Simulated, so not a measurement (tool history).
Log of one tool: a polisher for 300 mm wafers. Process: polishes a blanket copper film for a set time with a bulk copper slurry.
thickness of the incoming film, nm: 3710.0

run,hour,flow of slurry (ml/min),pressure of the wafer on the pad (kPa),speed of the pad under the wafer (m/s),abrasive content of the slurry,polishing time (s),film removed (angstrom)
1,0,155,21.4,0.84,1,51,3905.3
2,1.9,150,20.7,0.84,1,51,3808
3,6.7,150,20.7,0.84,1,51,3804.2
4,11.7,150,20,0.84,1,51,3821.1
5,16.8,150,23.4,0.84,1,51,4167.6
6,21.2,150,18.6,0.84,1,51,3565.1
7,24.9,150,17.9,0.84,1,51,3457.1

Forecast run 8:
8,29.9,145,17.2,0.84,1,51,?

{"run 8": {"film removed (angstrom)": 3358.3}}

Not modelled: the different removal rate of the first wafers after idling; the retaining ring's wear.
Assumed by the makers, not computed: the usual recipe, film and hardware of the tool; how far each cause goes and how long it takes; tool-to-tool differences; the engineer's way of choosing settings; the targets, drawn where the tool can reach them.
